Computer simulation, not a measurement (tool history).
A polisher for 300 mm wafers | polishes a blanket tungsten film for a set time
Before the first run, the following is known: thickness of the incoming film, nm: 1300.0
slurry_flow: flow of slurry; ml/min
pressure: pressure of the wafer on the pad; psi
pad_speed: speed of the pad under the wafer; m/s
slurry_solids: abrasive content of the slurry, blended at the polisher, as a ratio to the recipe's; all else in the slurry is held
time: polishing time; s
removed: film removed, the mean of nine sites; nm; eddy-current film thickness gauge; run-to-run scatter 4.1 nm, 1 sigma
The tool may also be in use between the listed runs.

Run 1, hour 0: slurry_flow 195 ml/min, pressure 2.9 psi, pad_speed 1.02 m/s, slurry_solids 1, time 46 s. Result: removed 174.14 nm.
Run 2, hour 1.7: slurry_flow 195 ml/min, pressure 2.9 psi, pad_speed 0.88 m/s, slurry_solids 1, time 46 s. Result: removed 152.02 nm.
Run 3, hour 3: slurry_flow 165 ml/min, pressure 2.9 psi, pad_speed 0.88 m/s, slurry_solids 1, time 46 s. Result: removed 149.44 nm.
Run 4, hour 5.3: slurry_flow 165 ml/min, pressure 2.9 psi, pad_speed 0.68 m/s, slurry_solids 1, time 46 s. Result: removed 116.46 nm.
Run 5, hour 9.2: slurry_flow 145 ml/min, pressure 2.9 psi, pad_speed 0.68 m/s, slurry_solids 1, time 46 s. Result: removed 111.66 nm.
Run 6, hour 17.4: slurry_flow 145 ml/min, pressure 2.9 psi, pad_speed 0.68 m/s, slurry_solids 0.85, time 46 s. Result: removed 110.65 nm.

For run 7, what comes out?
Run 7, hour 21: slurry_flow 155 ml/min, pressure 3.3 psi, pad_speed 0.76 m/s, slurry_solids 0.85, time 46 s. Result: removed ?.

Run 7 gave removed 136.07 nm.
